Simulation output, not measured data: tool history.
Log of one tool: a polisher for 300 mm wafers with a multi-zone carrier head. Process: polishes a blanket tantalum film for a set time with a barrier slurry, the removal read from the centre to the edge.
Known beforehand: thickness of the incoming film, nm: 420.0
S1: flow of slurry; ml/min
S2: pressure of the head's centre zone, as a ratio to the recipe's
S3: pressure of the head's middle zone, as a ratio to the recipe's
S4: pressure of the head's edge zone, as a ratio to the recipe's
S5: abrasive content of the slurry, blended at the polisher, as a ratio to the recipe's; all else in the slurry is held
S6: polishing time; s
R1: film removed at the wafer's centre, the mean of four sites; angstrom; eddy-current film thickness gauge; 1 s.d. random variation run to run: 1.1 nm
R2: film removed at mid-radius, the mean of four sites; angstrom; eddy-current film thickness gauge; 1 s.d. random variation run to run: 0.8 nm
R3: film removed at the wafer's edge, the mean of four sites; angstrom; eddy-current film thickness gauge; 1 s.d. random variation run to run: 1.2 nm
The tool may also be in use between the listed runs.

Run 1, hour 0: S1 175 ml/min, S2 1, S3 1, S4 1, S5 1, S6 88 s. Result: R1 1002.1 angstrom, R2 979.44 angstrom, R3 948.81 angstrom.
Run 2, hour 7.1: S1 175 ml/min, S2 1.03, S3 1, S4 1, S5 1, S6 88 s. Result: R1 1020.4 angstrom, R2 983.73 angstrom, R3 933.85 angstrom.
Run 3, hour 10: S1 180 ml/min, S2 1.04, S3 1.01, S4 1.02, S5 1.05, S6 88 s. Result: R1 1054.4 angstrom, R2 986.57 angstrom, R3 976.17 angstrom.
Run 4, hour 17.7: S1 180 ml/min, S2 1.04, S3 1.01, S4 1.02, S5 1.05, S6 80 s. Result: R1 957.56 angstrom, R2 903.2 angstrom, R3 889.52 angstrom.
Run 5, hour 21.4: S1 180 ml/min, S2 1.04, S3 0.97, S4 1.02, S5 1.05, S6 80 s. Result: R1 970.58 angstrom, R2 868.08 angstrom, R3 883.38 angstrom.
Run 6, hour 22.4: S1 190 ml/min, S2 1.05, S3 1, S4 1.03, S5 1.1, S6 80 s. Result: R1 987.94 angstrom, R2 918.41 angstrom, R3 897.89 angstrom.
Run 7, hour 26.3: S1 190 ml/min, S2 1.06, S3 1.02, S4 1.05, S5 1.15, S6 81 s. Result: R1 1024.5 angstrom, R2 947.8 angstrom, R3 926.21 angstrom.
Run 8, hour 34.4: S1 190 ml/min, S2 1.06, S3 1.03, S4 1.06, S5 1.2, S6 82 s. Result: R1 1047.1 angstrom, R2 964.29 angstrom, R3 951.2 angstrom.

Predict the results of run 9:
Run 9, hour 38.7: S1 240 ml/min, S2 1.08, S3 1.13, S4 1.16, S5 1.45, S6 87 s. Result: R1 ?, R2 ?, R3 ?.

Run 9 gave R1 1186.9 angstrom, R2 1194.3 angstrom, R3 1143.2 angstrom.

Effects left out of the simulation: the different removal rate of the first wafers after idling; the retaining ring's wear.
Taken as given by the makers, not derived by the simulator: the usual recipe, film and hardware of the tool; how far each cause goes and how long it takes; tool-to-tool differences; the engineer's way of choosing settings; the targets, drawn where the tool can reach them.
